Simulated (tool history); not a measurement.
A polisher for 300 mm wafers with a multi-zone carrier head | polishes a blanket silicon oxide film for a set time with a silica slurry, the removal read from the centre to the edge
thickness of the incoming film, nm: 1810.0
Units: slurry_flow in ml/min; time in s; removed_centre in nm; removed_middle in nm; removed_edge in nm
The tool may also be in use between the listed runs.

run 1 hour=0.0 | slurry_flow=195 centre_zone=1.00 middle_zone=1.00 edge_zone=1.00 slurry_solids=1.00 time=34 | removed_centre=88.467 removed_middle=89.422 removed_edge=87.320
run 2 hour=4.6 | slurry_flow=195 centre_zone=1.00 middle_zone=1.00 edge_zone=0.93 slurry_solids=1.00 time=34 | removed_centre=87.860 removed_middle=89.275 removed_edge=85.595
run 3 hour=10.9 | slurry_flow=195 centre_zone=1.00 middle_zone=0.98 edge_zone=0.94 slurry_solids=1.05 time=35 | removed_centre=92.128 removed_middle=92.310 removed_edge=91.003
run 4 hour=13.8 | slurry_flow=195 centre_zone=1.00 middle_zone=0.97 edge_zone=0.95 slurry_solids=1.10 time=35 | removed_centre=91.995 removed_middle=90.152 removed_edge=91.891
run 5 hour=14.5 | slurry_flow=195 centre_zone=1.00 middle_zone=0.97 edge_zone=0.90 slurry_solids=1.10 time=35 | removed_centre=95.650 removed_middle=91.743 removed_edge=89.346
run 6 hour=22.3 | slurry_flow=195 centre_zone=1.00 middle_zone=0.97 edge_zone=0.84 slurry_solids=1.10 time=35 | removed_centre=93.974 removed_middle=91.189 removed_edge=86.922
run 7 hour=25.8 | slurry_flow=195 centre_zone=1.00 middle_zone=0.97 edge_zone=0.86 slurry_solids=1.15 time=35 | removed_centre=98.079 removed_middle=93.170 removed_edge=89.167
run 8 hour=31.8 | slurry_flow=195 centre_zone=1.00 middle_zone=0.97 edge_zone=0.88 slurry_solids=1.20 time=35 | removed_centre=96.372 removed_middle=95.054 removed_edge=91.947

Forecast run 9:
run 9 hour=33.1 | slurry_flow=195 centre_zone=1.01 middle_zone=0.96 edge_zone=0.90 slurry_solids=1.25 time=35 | removed_centre=? removed_middle=? removed_edge=?

removed_centre: 97.241 nm
removed_middle: 92.907 nm
removed_edge: 93.852 nm

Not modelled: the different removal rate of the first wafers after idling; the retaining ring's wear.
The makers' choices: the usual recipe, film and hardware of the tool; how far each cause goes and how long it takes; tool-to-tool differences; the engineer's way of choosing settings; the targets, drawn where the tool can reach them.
